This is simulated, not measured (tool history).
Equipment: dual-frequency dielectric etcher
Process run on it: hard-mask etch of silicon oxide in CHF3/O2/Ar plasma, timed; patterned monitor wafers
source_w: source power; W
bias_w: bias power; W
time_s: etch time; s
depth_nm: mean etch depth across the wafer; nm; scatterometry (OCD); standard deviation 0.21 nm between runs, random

| run | hour | source_w | bias_w | time_s | depth_nm |
|---|---|---|---|---|---|
| 1 | 0 | 580 | 161 | 18 | 35.447 |
| 2 | 1.5 | 640 | 161 | 18 | 36.754 |
| 3 | 8.9 | 710 | 161 | 18 | 37.601 |
| 4 | 10.5 | 680 | 155 | 18 | 36.596 |
| 5 | 11.2 | 680 | 155 | 18 | 36.881 |
| 6 | 16.1 | 720 | 155 | 18 | 37.549 |

Run 7, settings as shown, results not yet in. Your forecast:
| 7 | 17.7 | 690 | 150 | 18 | ? |

Run 7 came out at depth_nm 36.867 nm.
